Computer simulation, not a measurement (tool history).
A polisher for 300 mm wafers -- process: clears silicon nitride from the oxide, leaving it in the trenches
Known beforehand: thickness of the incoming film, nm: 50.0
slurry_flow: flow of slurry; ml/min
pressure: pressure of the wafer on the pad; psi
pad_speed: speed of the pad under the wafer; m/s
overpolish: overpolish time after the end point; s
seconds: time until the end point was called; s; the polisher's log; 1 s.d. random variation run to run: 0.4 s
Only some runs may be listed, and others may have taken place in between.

run  hour  slurry_flow  pressure  pad_speed  overpolish  seconds
  1   0.0          295       2.0       1.06           3   69.838
  2   1.2          295       2.0       1.06           3   69.373
  3   2.5          240       2.0       1.06           3   70.314
  4   9.6          285       2.0       1.06           3   70.068
  5  11.1          285       2.0       1.28           3   59.804
  6  13.7          285       1.7       1.28           3   68.992
  7  19.9          285       1.8       1.28           3   65.198

Run 8 has not been measured yet. What should we expect?
  8  24.0          285       1.9       1.28           3        ?

Run 8 came out at seconds 62.603 s.
